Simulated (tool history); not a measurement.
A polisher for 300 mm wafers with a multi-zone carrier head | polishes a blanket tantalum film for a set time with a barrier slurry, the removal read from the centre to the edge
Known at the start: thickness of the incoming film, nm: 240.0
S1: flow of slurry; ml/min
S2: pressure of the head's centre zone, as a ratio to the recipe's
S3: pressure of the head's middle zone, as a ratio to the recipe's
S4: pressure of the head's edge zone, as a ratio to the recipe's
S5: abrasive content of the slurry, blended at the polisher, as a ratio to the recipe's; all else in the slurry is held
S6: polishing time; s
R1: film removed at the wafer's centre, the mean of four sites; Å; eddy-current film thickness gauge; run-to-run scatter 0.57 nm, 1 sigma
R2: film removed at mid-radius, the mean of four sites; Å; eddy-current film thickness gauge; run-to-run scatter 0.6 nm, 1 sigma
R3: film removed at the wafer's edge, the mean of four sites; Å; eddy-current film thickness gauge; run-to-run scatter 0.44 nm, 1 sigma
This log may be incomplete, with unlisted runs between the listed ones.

| run | hour | S1 | S2 | S3 | S4 | S5 | S6 | R1 | R2 | R3 |
|---|---|---|---|---|---|---|---|---|---|---|
| 1 | 0.0 | 130 | 1.00 | 1.00 | 1.00 | 1.00 | 60 | 679.07 | 727.18 | 723.32 |
| 2 | 0.9 | 100 | 1.00 | 1.00 | 1.00 | 1.00 | 60 | 618.94 | 684.75 | 688.13 |
| 3 | 8.8 | 100 | 1.01 | 1.02 | 0.95 | 0.85 | 59 | 576.96 | 648.74 | 623.37 |
| 4 | 15.5 | 100 | 1.01 | 1.02 | 0.89 | 0.85 | 59 | 569.34 | 635.14 | 602.38 |
| 5 | 24.2 | 80 | 1.01 | 1.02 | 0.89 | 0.85 | 59 | 518.11 | 604.60 | 570.01 |
| 6 | 27.5 | 80 | 1.03 | 1.04 | 0.87 | 0.80 | 59 | 519.86 | 589.50 | 548.28 |
| 7 | 33.8 | 80 | 1.04 | 1.06 | 0.86 | 0.80 | 59 | 530.06 | 606.41 | 542.49 |

What will run 8 give?
| 8 | 39.2 | 80 | 1.07 | 1.06 | 0.82 | 0.75 | 59 | ? | ? | ? |

{"run 8": {"R1": 519.98, "R2": 574.06, "R3": 519.6}}

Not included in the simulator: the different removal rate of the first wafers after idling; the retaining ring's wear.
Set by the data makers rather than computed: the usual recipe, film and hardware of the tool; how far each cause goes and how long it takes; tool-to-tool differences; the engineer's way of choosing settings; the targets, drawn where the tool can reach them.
